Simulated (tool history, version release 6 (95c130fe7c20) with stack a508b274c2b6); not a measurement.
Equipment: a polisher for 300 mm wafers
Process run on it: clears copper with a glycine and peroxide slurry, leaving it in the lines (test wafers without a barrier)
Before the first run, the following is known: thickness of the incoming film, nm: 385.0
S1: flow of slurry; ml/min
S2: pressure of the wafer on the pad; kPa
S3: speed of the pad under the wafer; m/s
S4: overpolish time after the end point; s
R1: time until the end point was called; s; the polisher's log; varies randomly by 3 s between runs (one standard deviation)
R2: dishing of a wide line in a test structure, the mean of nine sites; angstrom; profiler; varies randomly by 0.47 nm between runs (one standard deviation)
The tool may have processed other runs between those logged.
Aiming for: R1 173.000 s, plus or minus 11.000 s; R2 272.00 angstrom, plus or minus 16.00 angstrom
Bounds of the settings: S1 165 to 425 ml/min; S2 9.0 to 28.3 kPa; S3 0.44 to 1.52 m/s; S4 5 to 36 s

run	hour	S1	S2	S3	S4	R1	R2
1	0.0	275	18.6	0.98	18	86.994	481.37
2	8.6	270	16.5	0.90	17	105.060	405.98
3	11.7	270	16.5	0.74	17	118.890	366.32
4	14.0	215	16.5	0.74	17	121.660	353.72
# hour 20.1: worn pad replaced by a new one
5	20.1	215	15.2	0.72	17	116.890	375.24
6	28.5	235	13.8	0.66	16	127.090	328.35
7	33.5	220	12.4	0.62	16	147.870	290.27
8	34.6	220	11.7	0.60	16	151.150	286.65

Exactly one of the 5 candidate moves below puts every result within its allowed miss. Which one?
A	35.7	310	12.4	0.44	16	?	?
B	35.7	230	10.3	0.62	19	?	?
C	35.7	180	11.7	0.44	21	?	?
D	35.7	290	10.3	0.44	22	?	?
E	35.7	295	12.4	0.50	19	?	?

move	R1	R2
A	172.500	263.71
B	166.080	309.11
C	190.200	305.14
D	192.640	313.33
E	162.230	318.82
A: each result inside its tolerance
B: the furthest-off result lands on target, but another misses its tolerance
C: carries the result that was furthest off beyond its target, to the other side
D: carries the result that was furthest off beyond its target, to the other side
E: the furthest-off result lands on target, but another misses its tolerance
Move A is the one to make.
